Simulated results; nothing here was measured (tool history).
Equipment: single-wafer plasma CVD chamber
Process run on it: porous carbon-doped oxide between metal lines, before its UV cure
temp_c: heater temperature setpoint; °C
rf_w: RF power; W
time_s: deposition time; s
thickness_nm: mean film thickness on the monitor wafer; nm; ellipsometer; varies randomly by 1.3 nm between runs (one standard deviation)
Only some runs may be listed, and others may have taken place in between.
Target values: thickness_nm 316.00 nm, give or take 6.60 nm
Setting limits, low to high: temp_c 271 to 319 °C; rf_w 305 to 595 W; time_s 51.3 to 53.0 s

run  hour  temp_c  rf_w  time_s  thickness_nm
  1   0.0     295   450    51.3        272.98
  2   6.3     289   455    51.3        284.97
  3  14.8     289   395    51.3        265.53
  4  17.4     289   340    51.3        244.91
  5  18.7     289   305    51.3        229.60
     22.3  -- RF generator calibrated
  6  22.3     284   345    51.6        261.88
  7  27.5     284   345    51.6        264.33
  8  32.1     280   350    51.6        271.27
  9  40.6     277   365    51.7        286.98

Which one of the following 4 next-run settings gets every result inside its allowed miss? There is exactly one.
  A  49.1     276   380    52.7             ?
  B  49.1     277   460    53.0             ?
  C  49.1     271   385    52.8             ?
  D  49.1     278   445    53.0             ?

move  thickness_nm
   A        299.27
   B        333.43
   C        313.63
   D        324.77
A: better than the last run, though not everything is in spec
B: takes the result that was furthest off past its target
C: every result lands within tolerance
D: takes the result that was furthest off past its target
The move that meets every target is C.

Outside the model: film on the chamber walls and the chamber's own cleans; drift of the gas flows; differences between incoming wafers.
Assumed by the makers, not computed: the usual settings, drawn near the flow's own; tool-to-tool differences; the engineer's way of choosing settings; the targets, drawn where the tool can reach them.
